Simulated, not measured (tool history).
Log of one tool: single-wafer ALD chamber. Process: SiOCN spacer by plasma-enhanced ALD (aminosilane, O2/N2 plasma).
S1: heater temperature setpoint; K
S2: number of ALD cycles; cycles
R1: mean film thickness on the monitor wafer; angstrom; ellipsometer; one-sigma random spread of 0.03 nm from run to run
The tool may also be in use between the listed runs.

run  hour      S1  S2      R1
  1     0  668.15  85  52.568
  2     5  660.15  85  52.336
  3  11.3  660.15  79  48.646
  4  17.9  660.15  67  41.242
  5  22.7  660.15  75  46.345
  6  24.4  660.15  83  51.344

Forecast run 7:
  7  29.3  660.15  88   ?

R1: 54.589 angstrom

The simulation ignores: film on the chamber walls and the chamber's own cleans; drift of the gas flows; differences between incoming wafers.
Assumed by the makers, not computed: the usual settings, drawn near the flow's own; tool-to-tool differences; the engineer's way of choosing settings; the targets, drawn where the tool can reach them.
